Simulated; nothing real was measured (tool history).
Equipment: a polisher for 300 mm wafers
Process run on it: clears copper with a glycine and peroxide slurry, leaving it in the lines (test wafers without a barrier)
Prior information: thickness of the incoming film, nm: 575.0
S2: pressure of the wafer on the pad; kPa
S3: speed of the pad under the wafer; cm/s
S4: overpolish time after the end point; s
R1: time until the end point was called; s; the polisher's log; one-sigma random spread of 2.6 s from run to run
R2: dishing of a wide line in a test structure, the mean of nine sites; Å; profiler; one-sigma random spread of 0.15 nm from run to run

Run 1, hour 0.0: flow of slurry (ml/min) 175, S2 22.8 kPa, S3 86 cm/s, S4 11 s. Result: R1 97.620 s, R2 362.260 Å.
Run 2, hour 3.3: flow of slurry (ml/min) 175, S2 22.8 kPa, S3 86 cm/s, S4 8 s. Result: R1 99.495 s, R2 270.950 Å.
Run 3, hour 12.1: flow of slurry (ml/min) 175, S2 20.7 kPa, S3 80 cm/s, S4 7 s. Result: R1 114.510 s, R2 210.180 Å.
Run 4, hour 20.6: flow of slurry (ml/min) 175, S2 20.7 kPa, S3 92 cm/s, S4 7 s. Result: R1 101.260 s, R2 233.400 Å.
Run 5, hour 26.7: flow of slurry (ml/min) 175, S2 20.7 kPa, S3 92 cm/s, S4 3 s. Result: R1 100.990 s, R2 110.470 Å.
Run 6, hour 27.8: flow of slurry (ml/min) 175, S2 18.6 kPa, S3 90 cm/s, S4 3 s. Result: R1 111.240 s, R2 99.689 Å.

Run 7, settings as shown, results not yet in. Your forecast:
Run 7, hour 32.8: flow of slurry (ml/min) 170, S2 17.9 kPa, S3 84 cm/s, S4 4 s. Result: R1 ?, R2 ?.

{"run 7": {"R1": 122.95, "R2": 118.42}}

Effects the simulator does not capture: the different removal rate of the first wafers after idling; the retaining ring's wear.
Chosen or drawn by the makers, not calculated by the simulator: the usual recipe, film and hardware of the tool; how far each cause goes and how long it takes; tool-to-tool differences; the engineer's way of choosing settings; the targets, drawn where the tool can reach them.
